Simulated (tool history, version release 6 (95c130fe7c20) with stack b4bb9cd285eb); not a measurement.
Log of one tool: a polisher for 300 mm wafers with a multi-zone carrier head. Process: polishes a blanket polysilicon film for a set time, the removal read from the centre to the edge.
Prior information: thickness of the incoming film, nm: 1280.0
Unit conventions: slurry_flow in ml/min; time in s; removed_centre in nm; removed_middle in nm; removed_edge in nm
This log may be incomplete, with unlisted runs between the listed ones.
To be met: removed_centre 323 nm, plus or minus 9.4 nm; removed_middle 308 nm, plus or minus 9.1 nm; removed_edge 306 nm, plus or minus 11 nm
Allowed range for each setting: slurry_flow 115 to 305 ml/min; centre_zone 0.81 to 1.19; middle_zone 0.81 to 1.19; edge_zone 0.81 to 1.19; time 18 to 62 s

run	hour	slurry_flow	centre_zone	middle_zone	edge_zone	time	removed_centre	removed_middle	removed_edge
1	0	195	1	1	1	40	462.57	458.08	465.55
2	5.8	190	1	0.98	0.96	36	412.63	401.07	397.12
3	13.1	190	0.97	0.98	0.96	36	401.76	400.11	404.52
4	18.1	190	1.02	0.98	0.96	36	426.63	407.39	403.01
5	24.1	185	0.99	0.95	0.92	34	388.34	372.03	372.68
6	27.8	185	1.03	0.95	0.92	34	398.89	369.84	365.6
7	30.8	175	1.01	0.94	0.89	33	376.37	355.02	349.18
8	37.4	175	1.01	0.94	0.89	33	377.46	357.62	352.1
9	44	150	0.96	0.89	0.81	28	298.37	280.11	280
10	47	170	0.96	0.9	0.82	28	306.15	289.79	288.69

4 next moves are on the table. One of them brings every result within its allowed miss. Which?
A	50	170	1.03	0.89	0.83	28	?	?	?
B	50	270	0.95	0.89	0.85	28	?	?	?
C	50	185	1.12	0.93	0.81	27	?	?	?
D	50	270	1.11	0.97	0.81	26	?	?	?

move	removed_centre	removed_middle	removed_edge
A	323.89	284.76	286.04
B	322.16	304.93	304.06
C	345.81	287.91	275.83
D	350.12	301.62	276.14
A: misses by more than the last run did
B: every result within its allowed miss
C: misses by more than the last run did
D: corrects the largest miss of the last run, while another result sits out of spec
Move B is the one to make.
